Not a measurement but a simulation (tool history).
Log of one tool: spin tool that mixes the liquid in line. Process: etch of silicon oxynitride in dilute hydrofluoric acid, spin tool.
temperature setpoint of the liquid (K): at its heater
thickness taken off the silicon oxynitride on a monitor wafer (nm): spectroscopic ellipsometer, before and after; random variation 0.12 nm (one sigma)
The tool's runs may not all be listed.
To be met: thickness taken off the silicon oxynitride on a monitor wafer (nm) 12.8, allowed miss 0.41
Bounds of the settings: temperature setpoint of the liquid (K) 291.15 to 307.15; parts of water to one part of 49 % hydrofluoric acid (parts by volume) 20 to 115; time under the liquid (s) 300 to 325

run  hour  temperature setpoint of the liquid (K)  parts of water to one part of 49 % hydrofluoric acid (parts by volume)  time under the liquid (s)  thickness taken off the silicon oxynitride on a monitor wafer (nm)
  1     0                                  299.15                                                                      65                        300                                                              15.034
  2   4.1                                  299.15                                                                      65                        325                                                               16.27
  3   8.3                                  298.15                                                                      65                        325                                                              15.559
  4  11.4                                  298.15                                                                      45                        325                                                              22.599
  5  18.2                                  298.15                                                                      65                        325                                                              15.489
  6  26.1                                  298.15                                                                      55                        325                                                              18.354
  7  33.7                                  297.15                                                                      55                        325                                                               17.69
  8  42.7                                  296.15                                                                      55                        325                                                              16.802
  9  46.6                                  295.15                                                                      55                        325                                                              15.881
 10  50.2                                  294.65                                                                      55                        325                                                              15.648
 11  57.5                                  294.15                                                                      55                        325                                                              14.957
 12  64.3                                  293.65                                                                      55                        325                                                              14.855
 13  72.1                                  291.15                                                                      60                        325                                                               11.92

Which of these 5 next moves meets every target?
  A  79.9                                  291.15                                                                      65                        325                                                                   ?
  B  79.9                                  291.15                                                                      50                        315                                                                   ?
  C  79.9                                  291.65                                                                      60                        315                                                                   ?
  D  79.9                                  291.65                                                                      55                        315                                                                   ?
  E  79.9                                  291.65                                                                      60                        325                                                                   ?

move  thickness taken off the silicon oxynitride on a monitor wafer (nm)
   A                                                              10.855
   B                                                              13.812
   C                                                               11.73
   D                                                              12.839
   E                                                              12.102
A: further off than the last run
B: takes the result that was furthest off past its target
C: further off than the last run
D: meets every target
E: nearer than the last run, and not there yet
The right move is D.
